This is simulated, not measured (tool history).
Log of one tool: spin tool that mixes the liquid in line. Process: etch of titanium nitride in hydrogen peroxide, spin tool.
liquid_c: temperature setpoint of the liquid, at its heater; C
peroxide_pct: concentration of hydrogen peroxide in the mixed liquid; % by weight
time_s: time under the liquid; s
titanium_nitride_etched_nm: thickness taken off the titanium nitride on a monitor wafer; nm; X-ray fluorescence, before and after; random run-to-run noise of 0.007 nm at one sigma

run 1 day=0 | liquid_c=51 peroxide_pct=18.5 time_s=70 | titanium_nitride_etched_nm=3.2497
run 2 day=0.288 | liquid_c=51 peroxide_pct=18.5 time_s=70 | titanium_nitride_etched_nm=3.2532
run 3 day=0.496 | liquid_c=54 peroxide_pct=18.5 time_s=70 | titanium_nitride_etched_nm=3.9735
run 4 day=0.662 | liquid_c=52 peroxide_pct=18.5 time_s=70 | titanium_nitride_etched_nm=3.4488
run 5 day=0.775 | liquid_c=47 peroxide_pct=18.5 time_s=70 | titanium_nitride_etched_nm=2.4113
run 6 day=1.112 | liquid_c=42 peroxide_pct=18.5 time_s=70 | titanium_nitride_etched_nm=1.6513

Expected results for the next run?
run 7 day=1.433 | liquid_c=41.5 peroxide_pct=18.5 time_s=70 | titanium_nitride_etched_nm=?

titanium_nitride_etched_nm: 1.577 nm
